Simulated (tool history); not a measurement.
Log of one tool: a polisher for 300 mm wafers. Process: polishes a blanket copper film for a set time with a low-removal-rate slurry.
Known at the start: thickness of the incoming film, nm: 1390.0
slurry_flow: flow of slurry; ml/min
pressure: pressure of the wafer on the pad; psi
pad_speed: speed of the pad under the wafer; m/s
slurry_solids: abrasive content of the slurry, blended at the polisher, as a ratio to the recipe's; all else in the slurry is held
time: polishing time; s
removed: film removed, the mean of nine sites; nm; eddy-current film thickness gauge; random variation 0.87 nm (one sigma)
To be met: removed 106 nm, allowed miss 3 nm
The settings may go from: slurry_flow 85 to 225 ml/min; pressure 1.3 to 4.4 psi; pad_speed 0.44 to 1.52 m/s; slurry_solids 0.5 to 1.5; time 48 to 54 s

run,hour,slurry_flow,pressure,pad_speed,slurry_solids,time,removed
1,0,145,2.8,0.98,1,54,174.67
2,8.7,160,2.8,0.98,1,54,174.42
3,11.6,185,2.8,0.98,1,54,181.96
4,17.9,170,2.4,0.98,1,54,160.92
5,20,170,2.4,0.98,0.85,54,153.33
6,27.6,170,2.8,0.98,0.85,54,168.19
7,34.8,160,2.3,0.96,0.85,54,142.8
8,43.9,150,2,0.96,0.85,54,128.58
9,45,140,1.8,0.96,0.85,54,120.22
10,53.1,135,1.7,0.96,0.85,54,114.94
11,61.3,130,1.6,0.96,0.85,54,109.08

4 next moves are on the table. One of them brings every result within its allowed miss. Which?
A,69.5,110,1.8,0.86,1,49,?
B,69.5,135,1.3,1.12,0.9,50,?
C,69.5,145,2,1.02,0.6,49,?
D,69.5,165,1.3,1.12,0.9,51,?

move,removed
A,98.79
B,107.73
C,113.05
D,113.2
A: takes the result that was furthest off past its target
B: meets every target
C: further off than the last run
D: further off than the last run
Move B is the one to make.

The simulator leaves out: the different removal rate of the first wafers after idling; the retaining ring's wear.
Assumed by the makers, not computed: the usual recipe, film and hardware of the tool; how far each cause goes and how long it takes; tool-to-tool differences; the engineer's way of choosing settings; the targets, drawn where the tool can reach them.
